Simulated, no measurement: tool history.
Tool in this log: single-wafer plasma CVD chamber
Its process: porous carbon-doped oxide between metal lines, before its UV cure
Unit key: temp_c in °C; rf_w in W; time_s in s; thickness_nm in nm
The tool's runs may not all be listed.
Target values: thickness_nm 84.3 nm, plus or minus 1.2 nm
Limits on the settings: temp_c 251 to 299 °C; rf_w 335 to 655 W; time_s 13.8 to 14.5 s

Run 1, hour 0: temp_c 275 °C, rf_w 495 W, time_s 14.5 s. Result: thickness_nm 103.48 nm.
Run 2, hour 6.2: temp_c 283 °C, rf_w 495 W, time_s 14.5 s. Result: thickness_nm 98.712 nm.
Run 3, hour 9.3: temp_c 288 °C, rf_w 480 W, time_s 14.5 s. Result: thickness_nm 94.503 nm.
Run 4, hour 12.2: temp_c 291 °C, rf_w 465 W, time_s 14.5 s. Result: thickness_nm 90.631 nm.
Run 5, hour 16.4: temp_c 291 °C, rf_w 435 W, time_s 14.5 s. Result: thickness_nm 86.56 nm.
Run 6, hour 18.9: temp_c 291 °C, rf_w 435 W, time_s 14.5 s. Result: thickness_nm 86.207 nm.
Run 7, hour 19.4: temp_c 292 °C, rf_w 435 W, time_s 14.5 s. Result: thickness_nm 85.938 nm.
Run 8, hour 21.2: temp_c 292 °C, rf_w 435 W, time_s 14.5 s. Result: thickness_nm 85.965 nm.
Run 9, hour 29: temp_c 293 °C, rf_w 435 W, time_s 14.5 s. Result: thickness_nm 85.858 nm.

Next run, 4 choices. One meets every target within its allowed miss, the rest don't. Which?
Run A, hour 36.8: temp_c 275 °C, rf_w 420 W, time_s 13.8 s. Result: thickness_nm ?.
Run B, hour 36.8: temp_c 293 °C, rf_w 435 W, time_s 14.2 s. Result: thickness_nm ?.
Run C, hour 36.8: temp_c 276 °C, rf_w 415 W, time_s 13.8 s. Result: thickness_nm ?.
Run D, hour 36.8: temp_c 292 °C, rf_w 455 W, time_s 14.4 s. Result: thickness_nm ?.

move  thickness_nm
   A        88.061
   B         83.63
   C        86.762
   D        88.069
A: misses by more than the last run did
B: every result lands within tolerance
C: misses by more than the last run did
D: misses by more than the last run did
Correct choice: B, which meets every target
